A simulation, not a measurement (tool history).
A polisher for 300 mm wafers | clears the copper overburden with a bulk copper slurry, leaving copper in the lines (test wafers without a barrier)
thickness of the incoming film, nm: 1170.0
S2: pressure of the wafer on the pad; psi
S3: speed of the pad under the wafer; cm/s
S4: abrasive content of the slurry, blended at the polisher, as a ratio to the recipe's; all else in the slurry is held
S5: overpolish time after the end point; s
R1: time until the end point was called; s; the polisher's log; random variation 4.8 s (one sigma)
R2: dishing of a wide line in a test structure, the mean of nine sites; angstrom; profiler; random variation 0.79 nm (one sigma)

run 1 hour=0 | flow_of_slurry_(ml/min)=295 S2=2.5 S3=100 S4=1 S5=19 | R1=127.03 R2=692.63
run 2 hour=1.9 | flow_of_slurry_(ml/min)=295 S2=2.5 S3=78 S4=1 S5=19 | R1=155.89 R2=619.66
run 3 hour=6.4 | flow_of_slurry_(ml/min)=295 S2=2.5 S3=78 S4=1.1 S5=19 | R1=154.28 R2=637.75
run 4 hour=13.1 | flow_of_slurry_(ml/min)=295 S2=2.5 S3=78 S4=1.1 S5=13 | R1=156.93 R2=491.47
run 5 hour=20 | flow_of_slurry_(ml/min)=295 S2=2.2 S3=76 S4=1.1 S5=15 | R1=176.05 R2=469.74
run 6 hour=23 | flow_of_slurry_(ml/min)=295 S2=1.6 S3=76 S4=1.1 S5=15 | R1=240.07 R2=375.89
run 7 hour=26.5 | flow_of_slurry_(ml/min)=295 S2=1.5 S3=74 S4=1.1 S5=17 | R1=263.12 R2=380.81

Run 8 comes next. What will it give?
run 8 hour=33.5 | flow_of_slurry_(ml/min)=295 S2=1.5 S3=72 S4=1.1 S5=19 | R1=? R2=?

R1: 262.37 s
R2: 397.1 angstrom
